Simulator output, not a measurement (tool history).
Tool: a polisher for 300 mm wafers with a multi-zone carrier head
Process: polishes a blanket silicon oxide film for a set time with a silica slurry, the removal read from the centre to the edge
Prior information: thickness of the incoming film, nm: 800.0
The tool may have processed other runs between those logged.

run	day	flow of slurry (ml/min)	pressure of the head's centre zone	pressure of the head's middle zone	pressure of the head's edge zone	abrasive content of the slurry	polishing time (s)	film removed at the wafer's centre (angstrom)	film removed at mid-radius (angstrom)	film removed at the wafer's edge (angstrom)
1	0	290	1	1	1	1	73	2209.7	2182.8	2195.8
2	0.346	285	0.98	0.98	0.99	0.95	73	2087	2124.3	2156.3
3	0.546	285	0.97	0.96	0.99	0.9	72	2019.8	1984.9	2053.7
4	0.808	280	0.95	0.95	0.99	0.85	72	1885.2	1909.6	1994.5
5	0.975	280	0.95	1.04	0.99	0.85	72	1899.9	2086.6	1976.5
6	1.3	275	0.94	1.01	0.99	0.8	72	1841.6	2011.1	1939.7
7	1.408	275	0.93	0.99	0.99	0.75	72	1766.7	1873.4	1869.7

The next listed run, before its measurement:
8	1.475	270	0.92	0.97	0.98	0.75	72	?	?	?

Run 8 measured film removed at the wafer's centre (angstrom) 1752.1, film removed at mid-radius (angstrom) 1850.5, film removed at the wafer's edge (angstrom) 1853.3.
